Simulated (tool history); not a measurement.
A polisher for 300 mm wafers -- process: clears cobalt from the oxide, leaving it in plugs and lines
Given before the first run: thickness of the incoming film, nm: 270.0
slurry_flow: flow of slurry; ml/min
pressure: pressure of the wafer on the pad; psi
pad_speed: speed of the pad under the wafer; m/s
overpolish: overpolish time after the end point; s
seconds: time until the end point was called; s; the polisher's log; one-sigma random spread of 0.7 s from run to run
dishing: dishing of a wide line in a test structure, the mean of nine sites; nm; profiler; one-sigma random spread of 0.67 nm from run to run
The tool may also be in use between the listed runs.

run	hour	slurry_flow	pressure	pad_speed	overpolish	seconds	dishing
1	0	275	1.4	1.22	24	54.711	61.172
2	7.7	275	1.4	1.1	24	60.75	57.293
3	10.7	210	1.4	1.1	24	62.304	56.722
4	12.6	210	1.4	1.1	27	61.942	61.083
5	17.2	210	1.4	1.1	28	62.789	62.49
6	18.9	210	1.4	0.88	28	77.429	54.355

Run 7 is up next; what results do you expect?
7	21.9	210	1.5	0.88	29	?	?

Run 7 measured seconds 73.013 s, dishing 57.52 nm.
